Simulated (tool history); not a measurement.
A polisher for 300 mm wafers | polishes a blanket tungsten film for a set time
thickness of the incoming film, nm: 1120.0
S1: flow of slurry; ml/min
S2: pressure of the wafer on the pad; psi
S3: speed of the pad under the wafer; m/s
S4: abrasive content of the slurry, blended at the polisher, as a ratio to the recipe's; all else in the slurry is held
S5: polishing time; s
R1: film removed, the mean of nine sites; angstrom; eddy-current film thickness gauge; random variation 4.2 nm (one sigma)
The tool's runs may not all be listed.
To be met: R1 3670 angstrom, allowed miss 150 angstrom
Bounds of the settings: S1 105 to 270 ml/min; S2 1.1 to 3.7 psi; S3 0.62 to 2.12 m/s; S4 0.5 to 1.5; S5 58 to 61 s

run,hour,S1,S2,S3,S4,S5,R1
1,0,175,2.4,1.36,1,58,1942.5
2,5.7,175,2.8,1.4,1,58,2346.8
3,12,175,3.1,1.44,1,58,2612.4
4,20.2,175,3.1,1.44,1,61,2745.5
5,23.5,175,3.3,1.48,1,61,2999.1
6,25.6,175,3.4,1.52,1,61,3142.8
7,33.7,175,3.5,1.54,1,61,3327.2
8,39.2,175,3.6,1.56,1,61,3439.2
9,41,175,3.6,1.58,1,61,3420.5

Which of these 5 next moves meets every target?
A,42.8,205,3.5,1.86,0.9,61,?
B,42.8,170,3.7,1.66,0.9,61,?
C,42.8,175,3.2,1.76,1.05,58,?
D,42.8,145,3.7,1.66,1.35,61,?
E,42.8,215,3,1.74,1.1,58,?

move,R1
A,4009.7
B,3689.6
C,3412.8
D,4112.4
E,3310.3
A: takes the result that was furthest off past its target
B: meets every target
C: as far off as the last run
D: takes the result that was furthest off past its target
E: further off than the last run
Answer: B
